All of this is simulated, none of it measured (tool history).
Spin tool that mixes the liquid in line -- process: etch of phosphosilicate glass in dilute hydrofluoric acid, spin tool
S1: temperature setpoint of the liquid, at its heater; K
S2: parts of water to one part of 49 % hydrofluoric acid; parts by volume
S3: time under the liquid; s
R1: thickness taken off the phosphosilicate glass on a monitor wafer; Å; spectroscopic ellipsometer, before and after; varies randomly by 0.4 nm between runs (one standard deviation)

run  hour      S1   S2  S3      R1
  1   0.0  294.15  260  55  294.80
  2   4.9  296.15  240  55  354.19
  3   8.3  296.15  240  55  349.11
  4   9.7  297.65  230  55  387.71
  5  17.8  297.65  230  55  388.26
     18.7  -- hydrofluoric acid flow meter replaced
  6  18.7  298.65  220  55  482.94

Predict the results of run 7:
  7  22.8  299.15  220  55   ?

Run 7 gave R1 479.58 Å.
